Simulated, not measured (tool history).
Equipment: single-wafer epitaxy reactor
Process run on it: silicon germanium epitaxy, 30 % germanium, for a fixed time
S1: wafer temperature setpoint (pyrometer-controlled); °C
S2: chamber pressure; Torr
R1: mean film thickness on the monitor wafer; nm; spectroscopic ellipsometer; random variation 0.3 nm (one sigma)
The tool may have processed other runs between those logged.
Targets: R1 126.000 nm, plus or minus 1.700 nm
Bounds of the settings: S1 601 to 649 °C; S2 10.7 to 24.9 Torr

{"run": 1, "hour": 0.0, "S1": 625, "S2": 17.8, "R1": 90.372}
{"run": 2, "hour": 3.6, "S1": 625, "S2": 16.1, "R1": 87.341}
{"run": 3, "hour": 4.3, "S1": 630, "S2": 16.1, "R1": 96.857}
{"run": 4, "hour": 5.8, "S1": 621, "S2": 16.1, "R1": 81.032}
{"run": 5, "hour": 12.6, "S1": 626, "S2": 16.1, "R1": 89.144}
{"run": 6, "hour": 16.6, "S1": 620, "S2": 16.1, "R1": 79.143}
{"run": 7, "hour": 23.6, "S1": 625, "S2": 16.1, "R1": 87.794}
{"run": 8, "hour": 29.0, "S1": 629, "S2": 16.1, "R1": 94.872}
{"run": 9, "hour": 36.9, "S1": 632, "S2": 16.1, "R1": 100.33}
{"run": 10, "hour": 39.6, "S1": 635, "S2": 16.1, "R1": 106.22}
{"run": 11, "hour": 47.4, "S1": 637, "S2": 16.1, "R1": 110.69}
{"run": 12, "hour": 49.7, "S1": 638, "S2": 16.1, "R1": 113.12}
{"run": 13, "hour": 53.8, "S1": 639, "S2": 16.1, "R1": 115.04}
{"run": 14, "hour": 57.8, "S1": 639, "S2": 16.1, "R1": 114.36}
{"run": 15, "hour": 63.6, "S1": 640, "S2": 16.1, "R1": 117.17}
{"run": 16, "hour": 69.3, "S1": 641, "S2": 16.1, "R1": 118.91}
{"run": 17, "hour": 71.8, "S1": 642, "S2": 16.1, "R1": 121.49}
{"run": 18, "hour": 78.9, "S1": 642, "S2": 16.1, "R1": 121.46}
{"run": 19, "hour": 82.7, "S1": 643, "S2": 16.1, "R1": 123.83}

5 candidate next runs follow, results not yet known. Just one meets every target within its allowed miss. Identify it.
{"run": "A", "hour": 86.5, "S1": 644, "S2": 18.1, "R1": "?"}
{"run": "B", "hour": 86.5, "S1": 646, "S2": 15.8, "R1": "?"}
{"run": "C", "hour": 86.5, "S1": 645, "S2": 16.7, "R1": "?"}
{"run": "D", "hour": 86.5, "S1": 646, "S2": 16.3, "R1": "?"}
{"run": "E", "hour": 86.5, "S1": 645, "S2": 14.9, "R1": "?"}

move=A R1=130.730
move=B R1=130.160
move=C R1=129.920
move=D R1=131.400
move=E R1=125.510
A: takes the biggest miss from the last run beyond its target
B: takes the biggest miss from the last run beyond its target
C: takes the biggest miss from the last run beyond its target
D: takes the biggest miss from the last run beyond its target
E: each result inside its tolerance
Answer: E
